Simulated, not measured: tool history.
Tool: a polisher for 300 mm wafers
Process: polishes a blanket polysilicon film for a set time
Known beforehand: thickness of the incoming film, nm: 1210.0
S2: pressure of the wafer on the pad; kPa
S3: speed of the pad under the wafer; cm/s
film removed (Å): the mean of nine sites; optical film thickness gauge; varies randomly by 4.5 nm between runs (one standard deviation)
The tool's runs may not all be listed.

run 1 hour=0 | flow_of_slurry_(ml/min)=245 S2=13.1 S3=76 polishing_time_(s)=72 | film_removed_(Å)=2734.6
run 2 hour=2.9 | flow_of_slurry_(ml/min)=245 S2=10.3 S3=76 polishing_time_(s)=72 | film_removed_(Å)=2336.9
run 3 hour=4.7 | flow_of_slurry_(ml/min)=245 S2=11.7 S3=78 polishing_time_(s)=72 | film_removed_(Å)=2633.6
run 4 hour=8.4 | flow_of_slurry_(ml/min)=245 S2=14.5 S3=78 polishing_time_(s)=72 | film_removed_(Å)=3072.7
run 5 hour=14 | flow_of_slurry_(ml/min)=245 S2=15.2 S3=80 polishing_time_(s)=72 | film_removed_(Å)=3240.1
run 6 hour=18.7 | flow_of_slurry_(ml/min)=245 S2=15.9 S3=82 polishing_time_(s)=72 | film_removed_(Å)=3408.4

Expected results for the next run?
run 7 hour=23.8 | flow_of_slurry_(ml/min)=245 S2=16.5 S3=84 polishing_time_(s)=72 | film_removed_(Å)=?

film removed (Å): 3661.4
